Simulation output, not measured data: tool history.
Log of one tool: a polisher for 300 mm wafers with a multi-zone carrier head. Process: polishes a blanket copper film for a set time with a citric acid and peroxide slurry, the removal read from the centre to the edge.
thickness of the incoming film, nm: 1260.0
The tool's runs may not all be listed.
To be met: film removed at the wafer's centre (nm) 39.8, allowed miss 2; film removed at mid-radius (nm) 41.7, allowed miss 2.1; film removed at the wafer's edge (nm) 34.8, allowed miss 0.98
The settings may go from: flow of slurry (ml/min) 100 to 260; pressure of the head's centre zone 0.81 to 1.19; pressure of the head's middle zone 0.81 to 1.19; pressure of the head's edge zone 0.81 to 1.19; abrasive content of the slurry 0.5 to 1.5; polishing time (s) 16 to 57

run	hour	flow of slurry (ml/min)	pressure of the head's centre zone	pressure of the head's middle zone	pressure of the head's edge zone	abrasive content of the slurry	polishing time (s)	film removed at the wafer's centre (nm)	film removed at mid-radius (nm)	film removed at the wafer's edge (nm)
1	0	165	1	1	1	1	36	46.646	44.65	47.847
2	7.7	160	1.02	1.05	0.94	0.85	34	42.386	42.968	41.078
3	16.7	150	1.03	1.06	0.9	0.8	34	40.687	40.988	39.154
4	22	150	1.03	1.06	0.9	0.8	27	32.184	33.599	31.199
5	24.6	150	1.11	1.06	0.9	0.8	27	35.139	32.389	31.228
6	28.8	110	1.11	1.06	0.9	0.8	27	30.183	29.244	28.972
7	37	140	1.09	1.09	0.9	0.8	27	32.825	32.54	31.121
8	42.7	165	1.07	1.11	0.87	0.8	27	34.263	35.523	31.106
9	47.5	185	1.06	1.12	0.88	0.8	27	34.993	36.558	31.753
10	56	185	1.06	1.12	0.88	0.8	27	35.33	36.07	32.35
11	60.7	200	1.06	1.14	0.87	0.85	27	36.78	37.633	33.058

Which of these 4 next moves meets every target?
A	65.4	215	1.06	1.08	0.85	0.85	26	?	?	?
B	65.4	170	0.96	1.15	0.95	1	29	?	?	?
C	65.4	175	0.98	1.16	0.94	0.85	30	?	?	?
D	65.4	190	1.06	1.14	0.81	0.75	31	?	?	?

move	film removed at the wafer's centre (nm)	film removed at mid-radius (nm)	film removed at the wafer's edge (nm)
A	36.079	35.726	31.494
B	36.207	42.009	37.221
C	36.546	41.781	36.518
D	39.98	41.515	34.615
A: further off than the last run
B: brings the result that was furthest off to its target, and leaves another outside
C: brings the result that was furthest off to its target, and leaves another outside
D: meets every target
The right move is D.
